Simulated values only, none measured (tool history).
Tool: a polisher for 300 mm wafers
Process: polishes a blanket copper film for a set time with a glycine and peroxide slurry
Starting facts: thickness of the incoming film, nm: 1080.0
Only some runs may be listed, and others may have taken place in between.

run,hour,flow of slurry (ml/min),pressure of the wafer on the pad (kPa),speed of the pad under the wafer (cm/s),polishing time (s),film removed (angstrom)
1,0.0,145,18.6,102,69,3846.3
2,1.4,145,21.4,102,69,4247.0
3,4.6,150,22.8,102,69,4440.1
4,13.1,150,22.8,92,69,4190.3
5,21.4,150,22.8,76,69,3803.6
6,29.0,150,25.5,76,69,4117.9

Estimate the outcome of run 7 from the log above:
7,31.5,155,26.2,82,69,?

film removed (angstrom): 4324.2
